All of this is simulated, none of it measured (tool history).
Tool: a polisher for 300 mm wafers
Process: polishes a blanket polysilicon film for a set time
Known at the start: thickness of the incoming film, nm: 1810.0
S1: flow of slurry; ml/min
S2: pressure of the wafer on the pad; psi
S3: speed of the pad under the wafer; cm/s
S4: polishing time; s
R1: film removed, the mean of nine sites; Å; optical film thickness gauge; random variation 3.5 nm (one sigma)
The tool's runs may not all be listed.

run,hour,S1,S2,S3,S4,R1
1,0.0,315,2.8,102,55,4533.1
2,2.2,320,2.9,102,55,4727.7
3,4.4,320,2.9,80,55,3664.8
4,10.4,270,2.9,80,55,3640.4
5,16.6,245,2.9,80,55,3667.9
6,22.8,245,3.2,80,55,4011.2

Forecast run 7:
7,27.3,245,3.4,80,55,?

{"run 7": {"R1": 4277.5}}

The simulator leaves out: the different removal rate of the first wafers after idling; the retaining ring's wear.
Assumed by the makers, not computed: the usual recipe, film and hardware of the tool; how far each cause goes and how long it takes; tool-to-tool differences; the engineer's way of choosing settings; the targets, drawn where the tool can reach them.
